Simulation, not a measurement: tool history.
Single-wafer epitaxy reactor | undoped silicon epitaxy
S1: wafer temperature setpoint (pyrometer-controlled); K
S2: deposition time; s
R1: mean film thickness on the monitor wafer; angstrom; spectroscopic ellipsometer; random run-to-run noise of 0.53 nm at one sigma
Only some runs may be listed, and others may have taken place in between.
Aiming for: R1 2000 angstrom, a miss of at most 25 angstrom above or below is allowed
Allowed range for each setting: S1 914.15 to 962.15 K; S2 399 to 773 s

{"run": 1, "hour": 0.0, "S1": 938.15, "S2": 586, "R1": 1370.6}
{"run": 2, "hour": 3.0, "S1": 938.15, "S2": 636, "R1": 1498.6}
{"run": 3, "hour": 11.4, "S1": 928.15, "S2": 636, "R1": 1205.8}
{"run": 4, "hour": 14.6, "S1": 928.15, "S2": 714, "R1": 1352}
{"run": 5, "hour": 20.2, "S1": 932.15, "S2": 714, "R1": 1478}
{"run": 6, "hour": 25.6, "S1": 932.15, "S2": 670, "R1": 1386.3}
{"run": 7, "hour": 28.3, "S1": 935.15, "S2": 670, "R1": 1476.1}
{"run": 8, "hour": 31.3, "S1": 938.15, "S2": 670, "R1": 1566.4}
{"run": 9, "hour": 35.2, "S1": 940.15, "S2": 670, "R1": 1643.3}
{"run": 10, "hour": 41.7, "S1": 942.15, "S2": 670, "R1": 1719.9}
{"run": 11, "hour": 44.3, "S1": 943.15, "S2": 670, "R1": 1749.8}
{"run": 12, "hour": 46.9, "S1": 944.15, "S2": 670, "R1": 1778.5}
{"run": 13, "hour": 54.9, "S1": 945.15, "S2": 670, "R1": 1813.1}
{"run": 14, "hour": 62.9, "S1": 951.15, "S2": 671, "R1": 2060.6}
{"run": 15, "hour": 66.1, "S1": 951.15, "S2": 671, "R1": 2066.1}
{"run": 16, "hour": 72.9, "S1": 951.15, "S2": 671, "R1": 2063.9}

Which one of the following 5 next-run settings gets every result inside its allowed miss? There is exactly one.
{"run": "A", "hour": 79.7, "S1": 953.15, "S2": 678, "R1": "?"}
{"run": "B", "hour": 79.7, "S1": 949.15, "S2": 655, "R1": "?"}
{"run": "C", "hour": 79.7, "S1": 955.15, "S2": 597, "R1": "?"}
{"run": "D", "hour": 79.7, "S1": 949.15, "S2": 712, "R1": "?"}
{"run": "E", "hour": 79.7, "S1": 955.15, "S2": 634, "R1": "?"}

move=A R1=2162.3
move=B R1=1924.5
move=C R1=1983.1
move=D R1=2092
move=E R1=2106
A: its largest miss is bigger than the last run's
B: takes the result that was furthest off past its target
C: every result within its allowed miss
D: its largest miss is bigger than the last run's
E: its largest miss is bigger than the last run's
Correct choice: C, which meets every target

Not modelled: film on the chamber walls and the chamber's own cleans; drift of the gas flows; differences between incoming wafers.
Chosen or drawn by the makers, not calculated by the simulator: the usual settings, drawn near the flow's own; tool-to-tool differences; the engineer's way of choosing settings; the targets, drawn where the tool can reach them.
